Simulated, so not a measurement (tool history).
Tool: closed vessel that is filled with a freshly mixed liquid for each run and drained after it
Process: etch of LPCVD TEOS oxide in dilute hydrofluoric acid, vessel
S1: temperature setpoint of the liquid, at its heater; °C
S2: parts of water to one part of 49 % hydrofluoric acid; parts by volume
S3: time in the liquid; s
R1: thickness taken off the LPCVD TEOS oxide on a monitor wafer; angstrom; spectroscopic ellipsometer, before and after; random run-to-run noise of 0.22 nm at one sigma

run,hour,S1,S2,S3,R1
1,0,23,230,740,497.6
2,8.9,22,240,740,454.09
3,11.2,21,250,740,416.99
4,17.5,20.5,255,740,401.23
5,19.5,20,260,740,385.25
6,20.9,20,290,740,335.53

Run 7 is up next; what results do you expect?
7,27.6,19.5,290,740,?

R1: 334.55 angstrom
